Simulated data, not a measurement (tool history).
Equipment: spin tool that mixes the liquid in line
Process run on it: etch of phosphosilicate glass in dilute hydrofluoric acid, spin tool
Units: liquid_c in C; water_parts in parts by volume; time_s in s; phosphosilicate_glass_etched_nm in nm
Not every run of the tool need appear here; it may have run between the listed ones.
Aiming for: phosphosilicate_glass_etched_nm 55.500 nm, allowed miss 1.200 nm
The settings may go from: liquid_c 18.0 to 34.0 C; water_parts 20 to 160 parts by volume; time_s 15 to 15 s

| run | hour | liquid_c | water_parts | time_s | phosphosilicate_glass_etched_nm |
|---|---|---|---|---|---|
| 1 | 0.0 | 26.0 | 90 | 15 | 17.344 |
| 2 | 3.9 | 28.0 | 90 | 15 | 18.753 |
| 3 | 8.1 | 25.0 | 90 | 15 | 16.687 |
| 4 | 15.9 | 27.5 | 90 | 15 | 18.500 |
| 5 | 24.5 | 25.5 | 90 | 15 | 17.133 |
| 6 | 33.3 | 23.5 | 90 | 15 | 15.746 |
| 7 | 37.4 | 26.0 | 75 | 15 | 21.412 |
| 8 | 43.2 | 28.0 | 65 | 15 | 26.814 |
| 9 | 47.6 | 29.5 | 55 | 15 | 34.372 |
| 10 | 54.8 | 30.5 | 50 | 15 | 39.329 |
| 11 | 60.7 | 34.0 | 35 | 15 | 66.183 |
| 12 | 64.7 | 33.5 | 35 | 15 | 64.728 |
| 13 | 66.7 | 33.0 | 35 | 15 | 63.139 |
| 14 | 68.3 | 32.5 | 35 | 15 | 62.428 |

4 next moves are on the table. One of them brings every result within its allowed miss. Which?
| A | 69.9 | 31.0 | 40 | 15 | ? |
| B | 69.9 | 33.0 | 40 | 15 | ? |
| C | 69.9 | 31.5 | 30 | 15 | ? |
| D | 69.9 | 32.5 | 30 | 15 | ? |

| move | phosphosilicate_glass_etched_nm |
|---|---|
| A | 50.745 |
| B | 54.863 |
| C | 70.136 |
| D | 72.957 |
A: takes the result that was furthest off past its target
B: meets every target
C: further off than the last run
D: further off than the last run
The move that meets every target is B.
